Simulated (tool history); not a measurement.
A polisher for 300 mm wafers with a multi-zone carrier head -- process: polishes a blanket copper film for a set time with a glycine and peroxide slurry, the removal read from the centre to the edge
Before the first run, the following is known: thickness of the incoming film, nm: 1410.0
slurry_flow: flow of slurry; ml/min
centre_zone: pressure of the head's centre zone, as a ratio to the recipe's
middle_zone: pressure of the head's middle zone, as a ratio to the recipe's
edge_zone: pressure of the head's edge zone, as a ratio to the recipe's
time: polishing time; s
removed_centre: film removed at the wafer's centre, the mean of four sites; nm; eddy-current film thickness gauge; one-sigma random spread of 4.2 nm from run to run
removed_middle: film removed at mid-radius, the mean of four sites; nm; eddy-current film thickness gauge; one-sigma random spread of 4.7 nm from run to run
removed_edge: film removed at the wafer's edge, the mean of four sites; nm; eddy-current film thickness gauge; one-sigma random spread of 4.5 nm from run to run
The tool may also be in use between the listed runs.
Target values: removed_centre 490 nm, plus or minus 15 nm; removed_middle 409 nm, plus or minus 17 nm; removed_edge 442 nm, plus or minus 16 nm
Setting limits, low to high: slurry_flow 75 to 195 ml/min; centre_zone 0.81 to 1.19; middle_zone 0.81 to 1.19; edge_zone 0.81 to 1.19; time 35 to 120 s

run,day,slurry_flow,centre_zone,middle_zone,edge_zone,time,removed_centre,removed_middle,removed_edge
1,0,125,1,1,1,77,365.48,367.36,357.57
2,0.371,140,1.04,0.98,1.05,79,396.89,381.97,387.97
3,0.742,140,1.04,0.98,1.11,79,395.86,380.79,389.36
4,1.071,140,1.04,0.98,1.11,63,314.85,307.71,308.49
5,1.375,150,1.07,0.97,1.12,70,361.02,341.6,353.48
6,1.654,150,1.07,0.97,1.04,70,361.61,341.67,341.47
7,1.996,160,1.1,0.96,1.06,74,391.7,363.25,365.86
8,2.342,160,1.13,0.94,1.07,78,421.7,379.42,382.91
9,2.408,165,1.14,0.91,1.09,81,447.9,378.17,407.19
10,2.708,170,1.15,0.91,1.1,82,462.55,391.19,414.75
11,3.025,170,1.15,0.91,1.1,82,464.76,392.5,422.96
12,3.392,175,1.16,0.91,1.11,82,468.56,384.41,419.05

Consider the 4 candidate settings below. Which is the only one whose results all fall within their allowed miss of target?
A,3.758,110,1.18,0.92,1.06,94,?,?,?
B,3.758,180,1.04,0.82,1.18,93,?,?,?
C,3.758,175,1.08,0.97,1.18,90,?,?,?
D,3.758,165,1.12,1.09,1.03,82,?,?,?

move,removed_centre,removed_middle,removed_edge
A,490.17,411.32,442.02
B,491.9,411.93,498.06
C,489.22,455.95,479.37
D,454.68,453.94,404.92
A: all results in spec
B: corrects the largest miss of the last run, while another result sits out of spec
C: carries the result that was furthest off beyond its target, to the other side
D: carries the result that was furthest off beyond its target, to the other side
Answer: A
